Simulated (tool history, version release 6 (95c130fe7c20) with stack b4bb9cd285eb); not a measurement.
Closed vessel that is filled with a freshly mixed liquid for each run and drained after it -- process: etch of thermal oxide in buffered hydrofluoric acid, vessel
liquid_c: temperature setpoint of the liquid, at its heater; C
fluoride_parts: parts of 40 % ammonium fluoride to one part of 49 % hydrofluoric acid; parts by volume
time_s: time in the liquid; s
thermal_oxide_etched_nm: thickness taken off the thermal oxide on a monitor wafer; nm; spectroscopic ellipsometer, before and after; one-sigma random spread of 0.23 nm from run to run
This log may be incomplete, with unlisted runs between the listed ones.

Run 1, day 0: liquid_c 22 C, fluoride_parts 14 parts by volume, time_s 30 s. Result: thermal_oxide_etched_nm 22.47 nm.
Run 2, day 0.121: liquid_c 20.5 C, fluoride_parts 14 parts by volume, time_s 30 s. Result: thermal_oxide_etched_nm 20.689 nm.
Run 3, day 0.479: liquid_c 20.5 C, fluoride_parts 14 parts by volume, time_s 30 s. Result: thermal_oxide_etched_nm 20.615 nm.
Run 4, day 0.792: liquid_c 20.5 C, fluoride_parts 12 parts by volume, time_s 30 s. Result: thermal_oxide_etched_nm 23.965 nm.
Run 5, day 1.117: liquid_c 20.5 C, fluoride_parts 10 parts by volume, time_s 30 s. Result: thermal_oxide_etched_nm 28.43 nm.
Run 6, day 1.188: liquid_c 22 C, fluoride_parts 10 parts by volume, time_s 30 s. Result: thermal_oxide_etched_nm 31.382 nm.
Run 7, day 1.229: liquid_c 26 C, fluoride_parts 9.5 parts by volume, time_s 30 s. Result: thermal_oxide_etched_nm 39.998 nm.
Run 8, day 1.379: liquid_c 26.5 C, fluoride_parts 9.5 parts by volume, time_s 30 s. Result: thermal_oxide_etched_nm 41.308 nm.

Run 9 comes next. What will it give?
Run 9, day 1.533: liquid_c 30 C, fluoride_parts 8.5 parts by volume, time_s 30 s. Result: thermal_oxide_etched_nm ?.

{"run 9": {"thermal_oxide_etched_nm": 54.65}}

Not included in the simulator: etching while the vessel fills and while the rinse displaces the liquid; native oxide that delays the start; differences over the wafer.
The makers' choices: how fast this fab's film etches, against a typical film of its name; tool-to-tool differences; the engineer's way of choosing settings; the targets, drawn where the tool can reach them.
